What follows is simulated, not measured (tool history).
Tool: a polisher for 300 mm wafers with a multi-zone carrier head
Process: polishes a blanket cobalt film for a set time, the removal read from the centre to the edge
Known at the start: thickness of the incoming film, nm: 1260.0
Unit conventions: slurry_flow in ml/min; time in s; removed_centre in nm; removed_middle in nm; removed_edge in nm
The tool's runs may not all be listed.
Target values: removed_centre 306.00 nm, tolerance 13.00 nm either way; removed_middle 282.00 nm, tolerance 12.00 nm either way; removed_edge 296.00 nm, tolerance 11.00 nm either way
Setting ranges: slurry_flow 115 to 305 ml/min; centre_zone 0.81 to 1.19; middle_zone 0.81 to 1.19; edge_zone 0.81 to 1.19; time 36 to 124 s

run 1 day=0.000 | slurry_flow=195 centre_zone=1.00 middle_zone=1.00 edge_zone=1.00 time=79 | removed_centre=219.40 removed_middle=221.20 removed_edge=237.25
run 2 day=0.183 | slurry_flow=195 centre_zone=1.08 middle_zone=1.00 edge_zone=1.00 time=79 | removed_centre=229.92 removed_middle=227.24 removed_edge=236.29
run 3 day=0.517 | slurry_flow=210 centre_zone=1.12 middle_zone=0.99 edge_zone=1.02 time=83 | removed_centre=257.77 removed_middle=238.31 removed_edge=250.32
run 4 day=0.808 | slurry_flow=215 centre_zone=1.13 middle_zone=1.00 edge_zone=1.05 time=86 | removed_centre=268.93 removed_middle=240.88 removed_edge=265.29
run 5 day=1.175 | slurry_flow=215 centre_zone=1.13 middle_zone=1.00 edge_zone=1.11 time=86 | removed_centre=266.36 removed_middle=244.43 removed_edge=272.32
-- day=1.533 edge zone pressure recalibrated
run 6 day=1.533 | slurry_flow=225 centre_zone=1.15 middle_zone=1.03 edge_zone=1.11 time=88 | removed_centre=282.73 removed_middle=259.37 removed_edge=269.64
run 7 day=1.838 | slurry_flow=230 centre_zone=1.15 middle_zone=1.03 edge_zone=1.12 time=90 | removed_centre=281.42 removed_middle=267.51 removed_edge=275.76
run 8 day=2.179 | slurry_flow=230 centre_zone=1.16 middle_zone=1.03 edge_zone=1.12 time=92 | removed_centre=297.42 removed_middle=275.50 removed_edge=279.66

Which one of the following 5 next-run settings gets every result inside its allowed miss? There is exactly one.
run A day=2.521 | slurry_flow=240 centre_zone=1.14 middle_zone=1.07 edge_zone=1.15 time=88 | removed_centre=? removed_middle=? removed_edge=?
run B day=2.521 | slurry_flow=215 centre_zone=1.06 middle_zone=1.03 edge_zone=1.19 time=101 | removed_centre=? removed_middle=? removed_edge=?
run C day=2.521 | slurry_flow=185 centre_zone=1.12 middle_zone=0.98 edge_zone=1.08 time=100 | removed_centre=? removed_middle=? removed_edge=?
run D day=2.521 | slurry_flow=305 centre_zone=1.19 middle_zone=1.03 edge_zone=0.96 time=94 | removed_centre=? removed_middle=? removed_edge=?
run E day=2.521 | slurry_flow=270 centre_zone=1.16 middle_zone=1.09 edge_zone=1.07 time=90 | removed_centre=? removed_middle=? removed_edge=?

move=A removed_centre=281.28 removed_middle=268.13 removed_edge=269.51
move=B removed_centre=298.96 removed_middle=295.04 removed_edge=312.70
move=C removed_centre=305.91 removed_middle=276.08 removed_edge=291.66
move=D removed_centre=319.44 removed_middle=283.02 removed_edge=267.49
move=E removed_centre=295.64 removed_middle=281.49 removed_edge=267.71
A: the biggest miss grows against the last run
B: takes the biggest miss from the last run beyond its target
C: all results land within tolerance of their targets
D: the biggest miss grows against the last run
E: the biggest miss grows against the last run
The move that meets every target is C.
